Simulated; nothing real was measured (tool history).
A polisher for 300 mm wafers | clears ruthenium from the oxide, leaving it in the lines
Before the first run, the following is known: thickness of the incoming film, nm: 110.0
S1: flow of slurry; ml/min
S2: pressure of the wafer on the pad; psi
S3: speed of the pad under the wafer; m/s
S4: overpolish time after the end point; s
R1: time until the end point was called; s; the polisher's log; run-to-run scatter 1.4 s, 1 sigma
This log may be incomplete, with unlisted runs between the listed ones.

{"run": 1, "day": 0.0, "S1": 225, "S2": 1.6, "S3": 0.8, "S4": 14, "R1": 154.85}
{"run": 2, "day": 0.121, "S1": 225, "S2": 1.8, "S3": 0.8, "S4": 14, "R1": 145.79}
{"run": 3, "day": 0.204, "S1": 225, "S2": 2, "S3": 0.82, "S4": 14, "R1": 129.99}
{"run": 4, "day": 0.5, "S1": 225, "S2": 2.1, "S3": 0.82, "S4": 14, "R1": 126.88}
{"run": 5, "day": 0.667, "S1": 225, "S2": 2.2, "S3": 0.84, "S4": 14, "R1": 119.55}
{"run": 6, "day": 0.988, "S1": 190, "S2": 2.2, "S3": 0.84, "S4": 14, "R1": 119.64}

Run 7 is up next; what results do you expect?
{"run": 7, "day": 1.254, "S1": 190, "S2": 2.3, "S3": 0.84, "S4": 14, "R1": "?"}

{"run 7": {"R1": 115.24}}
